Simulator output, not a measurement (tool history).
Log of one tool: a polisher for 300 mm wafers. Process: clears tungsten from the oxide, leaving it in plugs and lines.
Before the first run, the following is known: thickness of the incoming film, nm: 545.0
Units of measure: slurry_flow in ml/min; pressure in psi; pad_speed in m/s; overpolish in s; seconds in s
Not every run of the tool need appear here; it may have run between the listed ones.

run	day	slurry_flow	pressure	pad_speed	slurry_solids	overpolish	seconds
1	0	225	3	0.88	1	13	199.36
2	0.025	225	3.3	0.88	1	13	181.99
3	0.329	225	3.5	0.88	1	13	167.49
4	0.462	225	3.5	0.88	1	10	170.51
5	0.571	225	3.7	0.88	1	10	164.19
6	0.808	250	3.7	0.88	1	10	156.33

Estimate the outcome of run 7 from the log above:
7	1.012	295	3.9	0.88	1	10	?

Run 7 measured seconds 153.1 s.
